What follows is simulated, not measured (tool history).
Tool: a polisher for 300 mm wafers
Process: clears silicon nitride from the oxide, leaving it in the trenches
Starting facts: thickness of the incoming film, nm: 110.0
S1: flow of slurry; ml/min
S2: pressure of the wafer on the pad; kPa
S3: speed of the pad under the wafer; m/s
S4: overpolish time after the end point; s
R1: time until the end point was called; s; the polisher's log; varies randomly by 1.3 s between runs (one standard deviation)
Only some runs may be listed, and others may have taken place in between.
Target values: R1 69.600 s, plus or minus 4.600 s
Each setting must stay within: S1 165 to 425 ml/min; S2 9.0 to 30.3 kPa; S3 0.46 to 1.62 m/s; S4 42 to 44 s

run  hour   S1    S2    S3  S4       R1
  1   0.0  275  19.3  1.04  42  111.510
  2   2.5  275  19.3  1.04  42  107.880
  3   9.4  275  19.3  1.04  42  108.470
  4  17.7  275  21.4  1.06  42   95.827
  5  24.7  275  22.8  1.08  42   89.103
  6  29.9  275  24.1  1.10  42   83.502
  7  32.2  275  24.8  1.12  42   79.489
  8  32.9  275  25.5  1.12  42   77.648
  9  41.0  275  26.2  1.12  42   75.467

Exactly one of the 4 candidate moves below puts every result within its allowed miss. Which one?
  A  49.1  270  27.6  1.32  42   ?
  B  49.1  270  28.3  1.32  42   ?
  C  49.1  275  28.3  1.14  44   ?
  D  49.1  240  25.5  1.06  42   ?

move      R1
   A  61.958
   B  60.478
   C  68.592
   D  81.545
A: pushes the last run's worst result past its target
B: pushes the last run's worst result past its target
C: in spec on every target
D: its largest miss is bigger than the last run's
Correct choice: C, which meets every target

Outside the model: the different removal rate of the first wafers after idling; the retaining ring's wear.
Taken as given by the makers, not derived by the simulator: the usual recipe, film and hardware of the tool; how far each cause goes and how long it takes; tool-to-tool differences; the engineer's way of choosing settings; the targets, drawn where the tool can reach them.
